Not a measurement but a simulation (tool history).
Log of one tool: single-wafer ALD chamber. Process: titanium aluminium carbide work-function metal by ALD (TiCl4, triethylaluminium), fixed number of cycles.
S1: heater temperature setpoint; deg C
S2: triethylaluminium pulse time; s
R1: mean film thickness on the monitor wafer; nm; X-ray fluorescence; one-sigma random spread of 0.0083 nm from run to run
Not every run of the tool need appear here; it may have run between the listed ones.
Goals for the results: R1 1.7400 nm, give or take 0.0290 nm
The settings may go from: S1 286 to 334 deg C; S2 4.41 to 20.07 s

Run 1, hour 0.0: S1 310 deg C, S2 12.24 s. Result: R1 1.9451 nm.
Run 2, hour 1.2: S1 301 deg C, S2 12.24 s. Result: R1 1.8692 nm.
Run 3, hour 5.0: S1 301 deg C, S2 9.83 s. Result: R1 1.8279 nm.
Run 4, hour 9.7: S1 299 deg C, S2 9.58 s. Result: R1 1.7848 nm.
Run 5, hour 17.8: S1 308 deg C, S2 9.58 s. Result: R1 1.8781 nm.
Run 6, hour 25.2: S1 302 deg C, S2 9.58 s. Result: R1 1.8314 nm.
Run 7, hour 30.8: S1 300 deg C, S2 9.35 s. Result: R1 1.7942 nm.
Run 8, hour 31.6: S1 299 deg C, S2 9.25 s. Result: R1 1.7987 nm.
Run 9, hour 32.4: S1 298 deg C, S2 9.09 s. Result: R1 1.7664 nm.

Exercise: of the 5 proposed moves below, exactly one satisfies all targets within the stated allowed misses. Which move is it?
Run A, hour 33.2: S1 299 deg C, S2 12.92 s. Result: R1 ?.
Run B, hour 33.2: S1 301 deg C, S2 11.96 s. Result: R1 ?.
Run C, hour 33.2: S1 302 deg C, S2 10.10 s. Result: R1 ?.
Run D, hour 33.2: S1 298 deg C, S2 8.21 s. Result: R1 ?.
Run E, hour 33.2: S1 294 deg C, S2 16.60 s. Result: R1 ?.

move      R1
   A  1.8456
   B  1.8548
   C  1.8332
   D  1.7352
   E  1.8151
A: lands further from the targets than the last run did
B: lands further from the targets than the last run did
C: lands further from the targets than the last run did
D: hits every target within its allowed miss
E: lands further from the targets than the last run did
The right move is D.

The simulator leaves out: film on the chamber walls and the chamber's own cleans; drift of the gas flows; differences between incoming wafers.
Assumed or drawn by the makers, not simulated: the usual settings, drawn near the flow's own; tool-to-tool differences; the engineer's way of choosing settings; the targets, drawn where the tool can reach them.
